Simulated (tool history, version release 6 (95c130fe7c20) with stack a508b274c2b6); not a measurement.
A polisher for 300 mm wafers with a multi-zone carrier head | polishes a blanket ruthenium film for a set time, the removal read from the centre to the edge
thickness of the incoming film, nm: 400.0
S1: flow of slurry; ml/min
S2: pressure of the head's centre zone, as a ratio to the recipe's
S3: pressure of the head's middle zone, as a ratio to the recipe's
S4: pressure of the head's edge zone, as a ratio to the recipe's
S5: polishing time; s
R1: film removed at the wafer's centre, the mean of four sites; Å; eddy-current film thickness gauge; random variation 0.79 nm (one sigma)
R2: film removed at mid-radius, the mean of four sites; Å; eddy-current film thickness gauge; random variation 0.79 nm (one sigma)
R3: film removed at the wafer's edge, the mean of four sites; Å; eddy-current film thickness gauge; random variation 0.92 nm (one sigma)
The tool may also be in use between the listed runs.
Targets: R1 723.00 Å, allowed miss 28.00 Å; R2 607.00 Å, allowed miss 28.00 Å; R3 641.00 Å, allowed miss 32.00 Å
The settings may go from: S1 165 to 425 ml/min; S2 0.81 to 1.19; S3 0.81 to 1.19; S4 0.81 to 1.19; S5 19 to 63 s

run 1 hour=0.0 | S1=275 S2=1.00 S3=1.00 S4=1.00 S5=41 | R1=523.53 R2=516.51 R3=525.05
run 2 hour=4.3 | S1=275 S2=1.02 S3=1.00 S4=1.01 S5=42 | R1=546.81 R2=539.69 R3=542.42
run 3 hour=10.4 | S1=275 S2=0.95 S3=1.00 S4=1.01 S5=42 | R1=509.59 R2=558.02 R3=562.48
run 4 hour=17.3 | S1=275 S2=0.95 S3=1.00 S4=1.01 S5=51 | R1=619.34 R2=649.15 R3=675.12
run 5 hour=18.9 | S1=330 S2=0.95 S3=1.00 S4=1.01 S5=51 | R1=629.73 R2=671.14 R3=703.76
run 6 hour=24.5 | S1=325 S2=0.97 S3=0.99 S4=1.00 S5=51 | R1=633.39 R2=679.14 R3=696.64
run 7 hour=30.0 | S1=315 S2=0.99 S3=0.98 S4=1.00 S5=51 | R1=639.00 R2=667.06 R3=691.24
run 8 hour=31.4 | S1=315 S2=0.99 S3=0.98 S4=1.00 S5=51 | R1=641.55 R2=662.57 R3=666.39

5 next moves are on the table. One of them brings every result within its allowed miss. Which?
run A hour=32.8 | S1=295 S2=0.89 S3=1.07 S4=0.86 S5=52 | R1=? R2=? R3=?
run B hour=32.8 | S1=380 S2=0.89 S3=1.15 S4=0.87 S5=49 | R1=? R2=? R3=?
run C hour=32.8 | S1=300 S2=0.95 S3=0.90 S4=1.19 S5=49 | R1=? R2=? R3=?
run D hour=32.8 | S1=340 S2=0.87 S3=0.94 S4=1.02 S5=47 | R1=? R2=? R3=?
run E hour=32.8 | S1=305 S2=1.16 S3=0.93 S4=0.98 S5=49 | R1=? R2=? R3=?

move=A R1=607.96 R2=711.34 R3=622.58
move=B R1=592.07 R2=729.18 R3=602.25
move=C R1=609.63 R2=590.67 R3=689.47
move=D R1=547.87 R2=593.94 R3=618.27
move=E R1=737.45 R2=605.69 R3=626.24
A: further off than the last run
B: further off than the last run
C: further off than the last run
D: further off than the last run
E: meets every target
The right move is E.
